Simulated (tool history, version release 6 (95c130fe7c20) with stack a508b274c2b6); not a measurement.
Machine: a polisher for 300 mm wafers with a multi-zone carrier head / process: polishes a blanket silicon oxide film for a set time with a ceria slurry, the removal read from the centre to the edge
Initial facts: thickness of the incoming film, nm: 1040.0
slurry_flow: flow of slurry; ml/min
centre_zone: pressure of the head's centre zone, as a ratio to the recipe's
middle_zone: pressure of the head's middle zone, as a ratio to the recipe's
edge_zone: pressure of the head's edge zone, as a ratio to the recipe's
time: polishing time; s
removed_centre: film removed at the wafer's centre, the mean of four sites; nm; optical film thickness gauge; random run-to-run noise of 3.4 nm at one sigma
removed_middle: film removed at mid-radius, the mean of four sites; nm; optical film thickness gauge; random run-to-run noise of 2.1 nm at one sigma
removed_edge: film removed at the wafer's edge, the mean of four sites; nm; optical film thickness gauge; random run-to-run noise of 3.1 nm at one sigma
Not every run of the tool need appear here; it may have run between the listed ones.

run	day	slurry_flow	centre_zone	middle_zone	edge_zone	time	removed_centre	removed_middle	removed_edge
1	0.000	215	1.00	1.00	1.00	78	244.83	247.69	249.32
2	0.038	215	1.00	1.00	1.00	86	274.40	274.64	268.27
3	0.342	215	1.08	1.00	1.00	86	294.14	273.55	274.57
4	0.433	215	1.13	1.00	1.00	86	306.85	274.42	273.84
5	0.796	215	1.05	1.00	1.00	86	286.74	274.68	272.66
6	0.896	215	1.11	1.00	1.00	86	302.72	274.60	270.50
7	1.196	220	1.07	0.99	1.04	88	292.60	278.24	283.68

The next listed run, before its measurement:
8	1.554	255	0.97	0.93	1.14	99	?	?	?

Run 8 measured removed_centre 303.07 nm, removed_middle 304.05 nm, removed_edge 335.39 nm.
